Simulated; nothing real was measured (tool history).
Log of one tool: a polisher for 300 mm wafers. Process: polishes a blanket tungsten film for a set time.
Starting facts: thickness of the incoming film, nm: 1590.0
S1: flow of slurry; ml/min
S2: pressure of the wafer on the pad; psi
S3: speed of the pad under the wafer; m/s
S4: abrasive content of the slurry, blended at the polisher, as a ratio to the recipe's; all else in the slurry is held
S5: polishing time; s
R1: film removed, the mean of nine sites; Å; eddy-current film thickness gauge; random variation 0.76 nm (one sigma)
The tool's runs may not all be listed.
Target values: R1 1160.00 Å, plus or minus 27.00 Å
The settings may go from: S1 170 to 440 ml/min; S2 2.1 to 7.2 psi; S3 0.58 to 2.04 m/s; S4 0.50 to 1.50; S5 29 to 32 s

run	hour	S1	S2	S3	S4	S5	R1
1	0.0	280	4.6	1.30	1.00	32	2350.20
2	8.0	330	4.6	1.30	1.00	32	2384.80
3	14.1	330	4.6	1.54	1.00	32	2836.70
4	21.4	330	4.3	1.50	1.00	32	2574.40
5	27.6	330	3.7	1.50	1.00	32	2220.90
6	31.4	330	3.5	1.46	1.00	32	2052.90
7	34.9	330	3.4	1.42	1.00	32	1944.00
8	40.6	330	3.3	1.40	1.00	32	1890.40
# hour 46.6: worn pad replaced by a new one
9	46.6	330	3.2	1.38	1.00	32	1963.10
10	50.3	325	3.1	1.32	1.00	32	1810.40
11	52.0	325	3.0	1.28	1.00	32	1693.90
12	55.1	300	2.1	1.04	1.00	32	990.63

Which one of the following 5 next-run settings gets every result inside its allowed miss? There is exactly one.
A	58.2	215	2.2	1.10	0.90	29	?
B	58.2	315	2.5	1.04	1.05	31	?
C	58.2	260	2.1	1.02	0.90	29	?
D	58.2	315	2.7	1.16	0.85	29	?
E	58.2	285	2.7	0.96	1.10	30	?

move	R1
A	926.87
B	1152.00
C	843.22
D	1211.90
E	1115.00
A: moves away from the targets compared with the last run
B: every result within its allowed miss
C: moves away from the targets compared with the last run
D: pushes the last run's worst result past its target
E: better than the last run, though not everything is in spec
Answer: B

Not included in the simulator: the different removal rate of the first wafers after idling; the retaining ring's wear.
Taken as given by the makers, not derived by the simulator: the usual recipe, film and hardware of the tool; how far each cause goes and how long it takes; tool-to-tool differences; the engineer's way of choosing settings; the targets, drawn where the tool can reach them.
